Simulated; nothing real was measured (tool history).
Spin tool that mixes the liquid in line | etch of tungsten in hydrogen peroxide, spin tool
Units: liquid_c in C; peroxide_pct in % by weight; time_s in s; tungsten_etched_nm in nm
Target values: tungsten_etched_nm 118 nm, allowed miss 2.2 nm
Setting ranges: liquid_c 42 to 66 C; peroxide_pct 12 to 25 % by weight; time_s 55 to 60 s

run,hour,liquid_c,peroxide_pct,time_s,tungsten_etched_nm
1,0,58,17,55,193.99
2,3.7,54.5,17,55,158.99
3,10.8,54.5,17,60,173.84
4,12,54.5,17,60,172.56
5,13.4,54.5,13.5,60,153.74
6,20.2,53,13.5,60,141.99
7,20.9,52,13.5,60,132.83
8,28.6,51.5,13.5,60,127.6
9,34.7,51,13.5,60,124.5

5 next moves are on the table. One of them brings every result within its allowed miss. Which?
A,40.8,49.5,14.5,60,?
B,40.8,53,12.5,55,?
C,40.8,51,16.5,60,?
D,40.8,51.5,13.5,60,?
E,40.8,50.5,15,60,?

move,tungsten_etched_nm
A,119.47
B,125.73
C,139.66
D,130.22
E,129.17
A: hits every target within its allowed miss
B: misses by more than the last run did
C: misses by more than the last run did
D: misses by more than the last run did
E: misses by more than the last run did
The right move is A.

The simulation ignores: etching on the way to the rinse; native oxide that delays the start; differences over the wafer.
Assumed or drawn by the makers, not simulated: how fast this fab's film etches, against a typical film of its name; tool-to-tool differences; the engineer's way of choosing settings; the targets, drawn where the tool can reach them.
